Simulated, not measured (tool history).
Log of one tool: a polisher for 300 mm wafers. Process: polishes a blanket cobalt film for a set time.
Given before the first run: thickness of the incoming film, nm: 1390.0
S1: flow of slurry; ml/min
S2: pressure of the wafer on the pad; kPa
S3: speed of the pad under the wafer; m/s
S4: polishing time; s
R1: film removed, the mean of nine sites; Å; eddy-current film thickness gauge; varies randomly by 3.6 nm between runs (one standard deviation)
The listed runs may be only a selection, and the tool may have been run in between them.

run    day   S1    S2    S3  S4      R1
  1      0  255  10.3  1.14  66  3255.7
  2  0.133  255     9  1.14  66  2793.2
  3    0.2  255     9  0.96  66  2477.9
  4  0.412  255  10.3  0.96  66  2878.4
  5  0.667  255  10.3  1.18  66  3308.9
  6  0.858  255  10.3  1.18  66  3322.4
  7  0.917  265  13.1   1.2  66  4298.1
  8  1.071  265  13.1   1.2  66  4229.4

Run 9 comes next. What will it give?
  9  1.45  265  13.8  1.2  66   ?

{"run 9": {"R1": 4425.1}}
